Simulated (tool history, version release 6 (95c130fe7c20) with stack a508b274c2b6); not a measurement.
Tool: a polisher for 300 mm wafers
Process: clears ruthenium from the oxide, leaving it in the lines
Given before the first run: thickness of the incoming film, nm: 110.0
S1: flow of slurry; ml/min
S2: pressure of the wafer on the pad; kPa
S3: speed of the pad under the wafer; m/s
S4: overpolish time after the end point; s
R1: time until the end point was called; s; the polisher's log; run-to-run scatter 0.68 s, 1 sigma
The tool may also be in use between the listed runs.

{"run": 1, "hour": 0.0, "S1": 175, "S2": 12.4, "S3": 1.22, "S4": 8, "R1": 89.464}
{"run": 2, "hour": 6.0, "S1": 135, "S2": 12.4, "S3": 1.22, "S4": 8, "R1": 93.866}
{"run": 3, "hour": 8.9, "S1": 140, "S2": 13.8, "S3": 1.22, "S4": 8, "R1": 83.184}
{"run": 4, "hour": 10.0, "S1": 105, "S2": 13.8, "S3": 1.22, "S4": 8, "R1": 89.589}
{"run": 5, "hour": 10.5, "S1": 120, "S2": 14.5, "S3": 1.22, "S4": 8, "R1": 81.427}
{"run": 6, "hour": 15.4, "S1": 130, "S2": 15.2, "S3": 1.22, "S4": 8, "R1": 77.844}

Run 7 comes next. What will it give?
{"run": 7, "hour": 18.9, "S1": 135, "S2": 15.9, "S3": 1.22, "S4": 8, "R1": "?"}

Run 7 produced R1 72.966 s.
